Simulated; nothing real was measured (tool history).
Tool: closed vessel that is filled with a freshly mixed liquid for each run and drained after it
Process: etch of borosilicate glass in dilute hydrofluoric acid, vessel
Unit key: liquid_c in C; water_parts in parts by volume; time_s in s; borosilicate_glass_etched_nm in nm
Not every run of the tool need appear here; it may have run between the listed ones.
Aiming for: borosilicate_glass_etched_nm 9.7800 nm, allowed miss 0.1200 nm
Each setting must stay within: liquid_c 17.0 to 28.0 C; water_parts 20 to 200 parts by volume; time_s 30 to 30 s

run,day,liquid_c,water_parts,time_s,borosilicate_glass_etched_nm
1,0.000,20.0,110,30,4.2101
2,0.238,20.0,110,30,4.1871
3,0.538,23.0,110,30,4.7596
4,0.688,25.0,110,30,5.1963
5,0.725,25.5,105,30,5.5498
6,0.900,25.5,105,30,5.5317
7,1.188,26.0,100,30,5.9602
8,1.533,26.0,95,30,6.3492
9,1.562,26.0,90,30,6.7075
10,1.650,26.0,85,30,7.1350
11,1.983,28.0,60,30,11.4390
12,2.054,27.5,60,30,11.1660
13,2.429,27.0,60,30,10.9200
14,2.688,26.5,60,30,10.6770

Which single option among these 5 for the next run brings every result within its allowed miss of target? Just one does.
A,2.946,27.5,55,30,?
B,2.946,25.5,50,30,?
C,2.946,26.5,65,30,?
D,2.946,26.0,60,30,?
E,2.946,25.5,65,30,?

move,borosilicate_glass_etched_nm
A,12.2070
B,12.4770
C,9.7873
D,10.4650
E,9.4035
A: its largest miss is bigger than the last run's
B: its largest miss is bigger than the last run's
C: every result within its allowed miss
D: better than the last run, though not everything is in spec
E: the result that was furthest off in the last run now lies on the other side of its target
C meets every target.

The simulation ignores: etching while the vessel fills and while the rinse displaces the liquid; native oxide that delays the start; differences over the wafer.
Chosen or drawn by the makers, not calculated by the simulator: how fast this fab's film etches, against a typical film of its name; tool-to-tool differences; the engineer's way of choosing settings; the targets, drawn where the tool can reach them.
